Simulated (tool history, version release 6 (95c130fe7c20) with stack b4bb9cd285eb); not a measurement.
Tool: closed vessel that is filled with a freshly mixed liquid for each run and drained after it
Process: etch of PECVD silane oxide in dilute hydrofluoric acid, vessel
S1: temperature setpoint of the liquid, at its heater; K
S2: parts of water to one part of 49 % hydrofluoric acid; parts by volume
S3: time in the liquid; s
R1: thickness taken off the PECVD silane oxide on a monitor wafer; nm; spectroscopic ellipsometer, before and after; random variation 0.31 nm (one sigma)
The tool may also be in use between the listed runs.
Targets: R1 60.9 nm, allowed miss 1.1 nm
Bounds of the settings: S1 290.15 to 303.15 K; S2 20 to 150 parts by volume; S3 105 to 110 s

run	day	S1	S2	S3	R1
1	0	295.15	85	105	18.267
2	0.212	291.65	85	105	15.781
3	0.571	291.65	95	105	14.188
4	0.821	293.65	95	105	15.18
5	1.046	293.65	95	110	16.03
6	1.196	295.15	85	110	19.319
7	1.429	296.65	75	110	23.396
8	1.633	297.65	65	110	28.735
9	1.688	298.65	60	110	32.456
10	1.758	299.15	55	110	36.406
11	2.075	303.15	30	110	80.981
12	2.183	302.65	30	110	79.756
13	2.488	302.15	30	110	78.259
14	2.596	301.65	30	110	77.473
15	2.629	300.65	30	110	73.93
16	2.888	299.65	30	110	70.137
17	2.933	299.15	30	110	68.496
18	3.196	298.65	30	110	68.093
19	3.242	298.15	30	110	66.145
20	3.371	297.65	30	110	64.603

Which of these 5 next moves meets every target?
A	3.5	301.15	35	110	?
B	3.5	302.15	35	110	?
C	3.5	299.15	35	110	?
D	3.5	298.15	30	105	?
E	3.5	301.15	35	105	?

move	R1
A	63.536
B	66.147
C	58.565
D	63.022
E	60.648
A: nearer than the last run, and not there yet
B: further off than the last run
C: takes the result that was furthest off past its target
D: nearer than the last run, and not there yet
E: meets every target
Answer: E

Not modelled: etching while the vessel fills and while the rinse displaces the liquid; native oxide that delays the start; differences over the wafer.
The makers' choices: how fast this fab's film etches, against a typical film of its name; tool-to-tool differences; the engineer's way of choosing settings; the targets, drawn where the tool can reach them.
